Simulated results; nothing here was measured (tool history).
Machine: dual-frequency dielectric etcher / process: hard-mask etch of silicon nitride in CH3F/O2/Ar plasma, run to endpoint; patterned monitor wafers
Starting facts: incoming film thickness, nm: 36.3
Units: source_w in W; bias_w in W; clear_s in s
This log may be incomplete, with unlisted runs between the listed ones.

run 1 hour=0 | source_w=550 bias_w=96 | clear_s=43.232
run 2 hour=6.9 | source_w=550 bias_w=87 | clear_s=44.492
run 3 hour=11.7 | source_w=570 bias_w=88 | clear_s=43.364
run 4 hour=15.6 | source_w=630 bias_w=88 | clear_s=42.363
run 5 hour=20.1 | source_w=630 bias_w=95 | clear_s=40.201
run 6 hour=20.9 | source_w=630 bias_w=81 | clear_s=42.905
run 7 hour=28.9 | source_w=650 bias_w=82 | clear_s=42.212

What does the tool deliver on the next run?
run 8 hour=34.4 | source_w=660 bias_w=82 | clear_s=?

{"run 8": {"clear_s": 41.969}}
